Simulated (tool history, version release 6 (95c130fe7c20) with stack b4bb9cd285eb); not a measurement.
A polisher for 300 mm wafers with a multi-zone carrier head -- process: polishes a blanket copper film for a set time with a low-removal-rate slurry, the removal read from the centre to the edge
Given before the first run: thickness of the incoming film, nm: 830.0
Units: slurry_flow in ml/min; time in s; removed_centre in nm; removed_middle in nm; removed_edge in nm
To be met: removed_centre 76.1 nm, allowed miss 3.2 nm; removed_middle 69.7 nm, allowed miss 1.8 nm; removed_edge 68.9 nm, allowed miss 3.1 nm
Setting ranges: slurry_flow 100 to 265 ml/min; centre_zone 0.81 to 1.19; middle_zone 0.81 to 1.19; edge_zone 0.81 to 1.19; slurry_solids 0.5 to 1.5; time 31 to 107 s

run	hour	slurry_flow	centre_zone	middle_zone	edge_zone	slurry_solids	time	removed_centre	removed_middle	removed_edge
1	0	170	1	1	1	1	69	118.34	121.09	119.46
2	5	165	1.01	0.98	0.96	0.9	63	106.99	106.79	105.73
3	6.2	165	1.09	0.98	0.96	0.9	63	115.76	105.59	103.39
4	10.2	165	1.09	0.98	1.01	0.9	63	112.59	108.37	106.77
5	17.5	150	1.09	0.98	1.01	0.9	63	110.43	104.71	105.93
6	18.1	150	1.12	0.98	1.01	0.9	63	116.81	104.32	104.37
7	26.3	145	1.11	0.97	0.98	0.8	58	104.64	93.272	92.682
8	33.2	140	1.08	0.96	0.96	0.75	55	94.061	86.425	86.883
9	35.9	140	1.07	0.95	0.94	0.7	53	88.339	81.745	82.124
10	38.9	135	1.06	0.94	0.92	0.65	52	85.012	77.521	77.577
11	41.9	130	1.05	0.93	0.9	0.6	52	82.803	75.541	77.062
12	43.2	130	1.05	0.93	0.9	0.6	52	81.747	75.461	77.047
13	51.2	130	1.05	0.93	0.9	0.6	52	81.822	74.721	76.084

Which of these 4 next moves meets every target?
A	59.2	145	1.06	1.04	0.83	0.5	44	?	?	?
B	59.2	145	1.05	0.92	0.85	0.95	44	?	?	?
C	59.2	130	1.06	1.01	0.86	0.75	46	?	?	?
D	59.2	170	1.11	0.92	1	0.7	42	?	?	?

move	removed_centre	removed_middle	removed_edge
A	68.117	69.794	60.658
B	74.572	69.641	67.859
C	74.138	74.291	67.534
D	73.56	64.727	67.169
A: brings the last run's worst result on target, with another outside its allowed miss
B: all results in spec
C: closes in on the targets versus the last run, not all within tolerance yet
D: carries the result that was furthest off beyond its target, to the other side
Answer: B
